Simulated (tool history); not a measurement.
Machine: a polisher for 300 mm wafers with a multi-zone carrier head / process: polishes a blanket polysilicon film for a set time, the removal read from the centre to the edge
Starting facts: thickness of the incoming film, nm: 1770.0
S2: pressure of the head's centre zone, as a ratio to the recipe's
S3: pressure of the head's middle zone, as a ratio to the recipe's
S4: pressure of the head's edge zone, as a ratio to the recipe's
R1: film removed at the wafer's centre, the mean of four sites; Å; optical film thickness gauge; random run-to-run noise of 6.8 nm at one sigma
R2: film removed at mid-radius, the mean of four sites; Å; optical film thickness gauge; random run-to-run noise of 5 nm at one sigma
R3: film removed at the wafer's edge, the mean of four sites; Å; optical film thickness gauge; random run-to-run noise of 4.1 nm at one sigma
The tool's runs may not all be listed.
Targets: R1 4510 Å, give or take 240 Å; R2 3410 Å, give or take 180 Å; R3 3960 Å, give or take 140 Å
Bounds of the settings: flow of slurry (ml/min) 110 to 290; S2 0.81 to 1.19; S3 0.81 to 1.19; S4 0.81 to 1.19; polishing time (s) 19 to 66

Run 1, day 0: flow of slurry (ml/min) 185, S2 1, S3 1, S4 1, polishing time (s) 42. Result: R1 3157.9 Å, R2 2798.9 Å, R3 3049.2 Å.
Run 2, day 0.171: flow of slurry (ml/min) 220, S2 1, S3 1, S4 1, polishing time (s) 42. Result: R1 3155.7 Å, R2 2981.5 Å, R3 3086.7 Å.
Run 3, day 0.379: flow of slurry (ml/min) 220, S2 1, S3 1, S4 0.94, polishing time (s) 42. Result: R1 3173.8 Å, R2 3033 Å, R3 2979.6 Å.
Run 4, day 0.488: flow of slurry (ml/min) 220, S2 1.03, S3 0.99, S4 0.97, polishing time (s) 44. Result: R1 3326.3 Å, R2 3184.8 Å, R3 3155.8 Å.
Run 5, day 0.862: flow of slurry (ml/min) 195, S2 1.07, S3 0.96, S4 0.98, polishing time (s) 47. Result: R1 3628.7 Å, R2 3126.4 Å, R3 3341.8 Å.
Run 6, day 0.979: flow of slurry (ml/min) 195, S2 0.99, S3 0.96, S4 0.98, polishing time (s) 47. Result: R1 3413.5 Å, R2 3099 Å, R3 3346.9 Å.
Run 7, day 1.167: flow of slurry (ml/min) 185, S2 1.03, S3 0.97, S4 1, polishing time (s) 48. Result: R1 3571 Å, R2 3237.1 Å, R3 3494.2 Å.
Run 8, day 1.517: flow of slurry (ml/min) 175, S2 1.07, S3 0.95, S4 1, polishing time (s) 50. Result: R1 3763.1 Å, R2 3263.2 Å, R3 3551.8 Å.

Which one of the following 4 next-run settings gets every result inside its allowed miss? There is exactly one.
Run A, day 1.867: flow of slurry (ml/min) 240, S2 1.12, S3 1.11, S4 0.81, polishing time (s) 48. Result: R1 ?, R2 ?, R3 ?.
Run B, day 1.867: flow of slurry (ml/min) 200, S2 1.02, S3 0.92, S4 0.9, polishing time (s) 52. Result: R1 ?, R2 ?, R3 ?.
Run C, day 1.867: flow of slurry (ml/min) 185, S2 0.93, S3 0.93, S4 1.05, polishing time (s) 58. Result: R1 ?, R2 ?, R3 ?.
Run D, day 1.867: flow of slurry (ml/min) 145, S2 1.17, S3 0.87, S4 0.97, polishing time (s) 58. Result: R1 ?, R2 ?, R3 ?.

move      R1      R2      R3
   A    3970  3798.1  3231.6
   B  3879.5  3426.7  3612.4
   C  3973.1  3811.5  4297.5
   D  4531.5  3447.9  4008.4
A: further off than the last run
B: closes in on the targets versus the last run, not all within tolerance yet
C: closes in on the targets versus the last run, not all within tolerance yet
D: all results land within tolerance of their targets
D is the move that brings every result within its allowed miss.
